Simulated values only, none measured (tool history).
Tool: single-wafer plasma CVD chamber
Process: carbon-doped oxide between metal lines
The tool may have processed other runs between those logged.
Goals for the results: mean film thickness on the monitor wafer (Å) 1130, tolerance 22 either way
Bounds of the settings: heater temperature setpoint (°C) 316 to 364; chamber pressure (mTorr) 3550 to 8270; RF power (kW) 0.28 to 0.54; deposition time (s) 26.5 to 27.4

| run | day | heater temperature setpoint (°C) | chamber pressure (mTorr) | RF power (kW) | deposition time (s) | mean film thickness on the monitor wafer (Å) |
|---|---|---|---|---|---|---|
| 1 | 0 | 340 | 5910 | 0.41 | 26.5 | 1284.5 |
| 2 | 0.092 | 340 | 6630 | 0.41 | 26.5 | 1305.2 |
| 3 | 0.217 | 340 | 6630 | 0.37 | 26.5 | 1194 |
| 4 | 0.371 | 341 | 6550 | 0.37 | 26.5 | 1177.5 |
| 5 | 0.658 | 341 | 6550 | 0.37 | 26.5 | 1174.9 |
| 6 | 0.942 | 342 | 6510 | 0.37 | 26.5 | 1174.1 |
| 7 | 0.975 | 343 | 6470 | 0.37 | 26.5 | 1167.8 |
| 8 | 1.171 | 344 | 6440 | 0.37 | 26.5 | 1171.8 |

Below are 5 possible settings for the next run. Only one of them brings all results inside the allowed miss of their targets. Which is it?
| A | 1.367 | 343 | 6510 | 0.375 | 26.7 | ? |
| B | 1.367 | 350 | 5400 | 0.395 | 26.5 | ? |
| C | 1.367 | 354 | 6350 | 0.375 | 27.4 | ? |
| D | 1.367 | 355 | 7290 | 0.38 | 26.6 | ? |
| E | 1.367 | 336 | 8250 | 0.34 | 26.5 | ? |

| move | mean film thickness on the monitor wafer (Å) |
|---|---|
| A | 1189.1 |
| B | 1191.8 |
| C | 1175.1 |
| D | 1160 |
| E | 1122.6 |
A: further off than the last run
B: further off than the last run
C: further off than the last run
D: closer than the last run, but not yet in spec
E: every result within its allowed miss
The move that meets every target is E.
